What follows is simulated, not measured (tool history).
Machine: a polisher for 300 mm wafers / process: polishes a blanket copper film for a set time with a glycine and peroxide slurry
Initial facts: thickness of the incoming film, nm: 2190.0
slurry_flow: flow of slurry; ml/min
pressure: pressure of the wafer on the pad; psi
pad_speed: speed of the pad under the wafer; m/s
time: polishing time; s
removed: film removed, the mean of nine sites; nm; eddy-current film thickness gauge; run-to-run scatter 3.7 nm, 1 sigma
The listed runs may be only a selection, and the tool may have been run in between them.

run  hour  slurry_flow  pressure  pad_speed  time  removed
  1     0          185         2       1.18    99   393.18
  2   3.8          185       1.8       1.16    99    372.8
  3   7.9          185       1.8       1.32    99   392.95
  4  11.8          185       1.8       1.52    99   438.36
  5  19.6          185       1.3       1.52    99      354
  6  24.6          185       1.6       1.52    99   407.31
  7  32.9          185       1.4       1.48    99   365.27
  8  39.5          185       1.3       1.46    99   346.63
  9  47.3          185       1.2       1.44    99   339.26

Run 10, settings as shown, results not yet in. Your forecast:
 10  52.7          185       1.1        1.4    99        ?

{"run 10": {"removed": 307.26}}

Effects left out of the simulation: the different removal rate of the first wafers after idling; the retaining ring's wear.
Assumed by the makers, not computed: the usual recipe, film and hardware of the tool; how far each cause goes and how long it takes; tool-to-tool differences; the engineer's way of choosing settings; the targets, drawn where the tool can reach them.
